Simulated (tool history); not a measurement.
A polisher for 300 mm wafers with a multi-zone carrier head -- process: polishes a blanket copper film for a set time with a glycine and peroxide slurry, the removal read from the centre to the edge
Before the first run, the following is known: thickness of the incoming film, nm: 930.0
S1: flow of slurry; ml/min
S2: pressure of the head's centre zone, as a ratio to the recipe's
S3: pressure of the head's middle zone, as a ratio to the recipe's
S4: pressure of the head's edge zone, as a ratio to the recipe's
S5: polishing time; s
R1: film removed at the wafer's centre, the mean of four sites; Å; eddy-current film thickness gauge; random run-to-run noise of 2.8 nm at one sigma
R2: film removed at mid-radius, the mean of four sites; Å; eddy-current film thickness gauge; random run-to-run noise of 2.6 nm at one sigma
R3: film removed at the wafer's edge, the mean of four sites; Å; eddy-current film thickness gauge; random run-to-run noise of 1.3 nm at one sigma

run  hour   S1    S2    S3    S4  S5      R1      R2      R3
  1     0  220     1     1     1  45    3258  3163.6  3146.6
  2   4.6  210  0.95  1.01  0.96  40  2646.2  2739.3  2716.4
  3  12.6  205  0.93  1.03  0.92  37  2444.7  2592.3  2462.7
  4  19.8  205  0.98  1.03  0.92  37  2598.6  2639.6  2447.7
  5  28.7  205  0.98  1.03  0.92  44  3082.7  3096.1  2944.4
  6  33.7  205  0.98   1.1  0.92  44  3023.5  3241.2  2907.8
  7  37.3  195  0.94  1.09   0.9  40  2644.3    3008  2627.5
  8  46.2  165  0.84  0.99  0.86  27  1601.4  1766.8  1705.7
  9  49.9  200  0.84  1.01  0.88  27  1650.3  1815.4  1739.2
 10  50.9  195  0.86  1.05  0.92  27  1674.1  1908.7  1786.3
 11  53.9  205  0.88  1.08  0.96  27  1719.1    1967  1839.3

Run 12 comes next. What will it give?
 12  62.4  215  0.89  1.1  0.99  27   ?   ?   ?

Run 12 gave R1 1723.3 Å, R2 1972.6 Å, R3 1869.2 Å.

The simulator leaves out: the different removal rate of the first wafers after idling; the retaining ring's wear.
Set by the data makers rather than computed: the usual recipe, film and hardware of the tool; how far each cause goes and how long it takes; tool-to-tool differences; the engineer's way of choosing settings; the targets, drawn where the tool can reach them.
